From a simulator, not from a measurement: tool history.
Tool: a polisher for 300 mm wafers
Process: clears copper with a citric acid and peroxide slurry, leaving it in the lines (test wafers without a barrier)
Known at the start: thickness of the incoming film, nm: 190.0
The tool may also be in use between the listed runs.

| run | day | flow of slurry (ml/min) | pressure of the wafer on the pad (psi) | speed of the pad under the wafer (cm/s) | abrasive content of the slurry | overpolish time after the end point (s) | time until the end point was called (s) | dishing of a wide line in a test structure (Å) |
|---|---|---|---|---|---|---|---|---|
| 1 | 0.000 | 125 | 2.7 | 132 | 1.0 | 29 | 71.844 | 500.66 |
| 2 | 0.054 | 125 | 2.5 | 130 | 1.0 | 29 | 79.603 | 472.43 |
| 3 | 0.312 | 125 | 2.5 | 114 | 1.0 | 29 | 91.681 | 416.34 |
| 4 | 0.354 | 125 | 2.4 | 114 | 1.0 | 29 | 95.961 | 413.97 |
| 5 | 0.521 | 150 | 2.4 | 114 | 1.0 | 29 | 91.402 | 413.10 |
| 6 | 0.675 | 150 | 2.3 | 114 | 1.0 | 29 | 97.084 | 395.14 |
| 7 | 1.042 | 150 | 2.2 | 114 | 1.0 | 29 | 99.643 | 385.05 |
| 8 | 1.325 | 150 | 2.1 | 114 | 1.0 | 29 | 108.820 | 368.17 |
| 9 | 1.462 | 150 | 2.0 | 114 | 1.0 | 29 | 113.470 | 349.42 |

The next listed run, before its measurement:
| 10 | 1.538 | 145 | 1.9 | 114 | 1.0 | 29 | ? | ? |

{"run 10": {"time until the end point was called (s)": 116.28, "dishing of a wide line in a test structure (Å)": 333.96}}
